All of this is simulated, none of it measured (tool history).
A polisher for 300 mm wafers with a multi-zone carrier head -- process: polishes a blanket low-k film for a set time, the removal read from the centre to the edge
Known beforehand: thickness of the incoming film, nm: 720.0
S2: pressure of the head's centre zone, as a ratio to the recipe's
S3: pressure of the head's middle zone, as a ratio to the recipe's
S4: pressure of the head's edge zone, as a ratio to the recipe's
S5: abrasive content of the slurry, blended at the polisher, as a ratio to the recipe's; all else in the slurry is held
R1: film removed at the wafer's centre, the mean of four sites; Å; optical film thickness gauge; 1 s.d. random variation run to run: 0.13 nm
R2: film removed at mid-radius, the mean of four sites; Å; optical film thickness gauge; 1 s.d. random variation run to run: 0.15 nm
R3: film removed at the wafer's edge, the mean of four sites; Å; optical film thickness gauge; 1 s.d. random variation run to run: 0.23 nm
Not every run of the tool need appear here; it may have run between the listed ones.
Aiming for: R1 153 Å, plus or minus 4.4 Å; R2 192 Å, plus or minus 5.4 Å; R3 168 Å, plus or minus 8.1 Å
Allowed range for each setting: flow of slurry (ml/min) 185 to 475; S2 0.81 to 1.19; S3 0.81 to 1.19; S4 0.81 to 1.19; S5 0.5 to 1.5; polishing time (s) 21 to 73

Run 1, hour 0: flow of slurry (ml/min) 305, S2 1, S3 1, S4 1, S5 1, polishing time (s) 47. Result: R1 141.78 Å, R2 141.77 Å, R3 135.67 Å.
Run 2, hour 5.3: flow of slurry (ml/min) 305, S2 1, S3 1, S4 1, S5 1, polishing time (s) 41. Result: R1 122.17 Å, R2 119.18 Å, R3 119.47 Å.
Run 3, hour 11.2: flow of slurry (ml/min) 310, S2 0.98, S3 1.05, S4 1.03, S5 1.15, polishing time (s) 42. Result: R1 129.78 Å, R2 137.06 Å, R3 126.22 Å.
Run 4, hour 18.9: flow of slurry (ml/min) 310, S2 0.98, S3 1.05, S4 1.03, S5 1.15, polishing time (s) 50. Result: R1 154.06 Å, R2 164.92 Å, R3 154.48 Å.
Run 5, hour 25.8: flow of slurry (ml/min) 315, S2 0.96, S3 1.08, S4 1.06, S5 1.2, polishing time (s) 50. Result: R1 155.01 Å, R2 167.53 Å, R3 161.45 Å.
Run 6, hour 32.3: flow of slurry (ml/min) 320, S2 0.94, S3 1.11, S4 1.05, S5 1.25, polishing time (s) 50. Result: R1 153.55 Å, R2 175.31 Å, R3 159.02 Å.
Run 7, hour 36.1: flow of slurry (ml/min) 320, S2 0.94, S3 1.11, S4 1.05, S5 1.25, polishing time (s) 50. Result: R1 154.33 Å, R2 176.58 Å, R3 161.4 Å.
Run 8, hour 42.8: flow of slurry (ml/min) 325, S2 0.93, S3 1.13, S4 1.06, S5 1.25, polishing time (s) 50. Result: R1 151.49 Å, R2 178.08 Å, R3 161.03 Å.
Run 9, hour 49.9: flow of slurry (ml/min) 330, S2 0.92, S3 1.15, S4 1.07, S5 1.25, polishing time (s) 50. Result: R1 150.38 Å, R2 181.4 Å, R3 161.03 Å.
Run 10, hour 52: flow of slurry (ml/min) 335, S2 0.92, S3 1.16, S4 1.08, S5 1.25, polishing time (s) 50. Result: R1 151.36 Å, R2 182.52 Å, R3 167.29 Å.
Run 11, hour 59: flow of slurry (ml/min) 335, S2 0.92, S3 1.16, S4 1.08, S5 1.25, polishing time (s) 50. Result: R1 151.3 Å, R2 179.77 Å, R3 160 Å.
Run 12, hour 63.2: flow of slurry (ml/min) 335, S2 0.91, S3 1.17, S4 1.08, S5 1.3, polishing time (s) 50. Result: R1 152.92 Å, R2 185.15 Å, R3 162.31 Å.
Run 13, hour 68.5: flow of slurry (ml/min) 335, S2 0.9, S3 1.17, S4 1.09, S5 1.3, polishing time (s) 50. Result: R1 149.13 Å, R2 185.3 Å, R3 169.75 Å.

Which one of the following 4 next-run settings gets every result inside its allowed miss? There is exactly one.
Run A, hour 73.8: flow of slurry (ml/min) 240, S2 0.83, S3 1.15, S4 1.07, S5 1.45, polishing time (s) 52. Result: R1 ?, R2 ?, R3 ?.
Run B, hour 73.8: flow of slurry (ml/min) 345, S2 0.95, S3 1.17, S4 1.12, S5 1.1, polishing time (s) 51. Result: R1 ?, R2 ?, R3 ?.
Run C, hour 73.8: flow of slurry (ml/min) 340, S2 0.9, S3 1.19, S4 1.07, S5 1.2, polishing time (s) 53. Result: R1 ?, R2 ?, R3 ?.
Run D, hour 73.8: flow of slurry (ml/min) 340, S2 0.94, S3 1.19, S4 1.15, S5 1.35, polishing time (s) 47. Result: R1 ?, R2 ?, R3 ?.

move      R1      R2      R3
   A  145.92  193.47  169.94
   B  152.52  178.17  157.17
   C  155.04  193.81  164.86
   D  149.98  179.39  158.33
A: the furthest-off result lands on target, but another misses its tolerance
B: the biggest miss grows against the last run
C: each result inside its tolerance
D: the biggest miss grows against the last run
The move that meets every target is C.
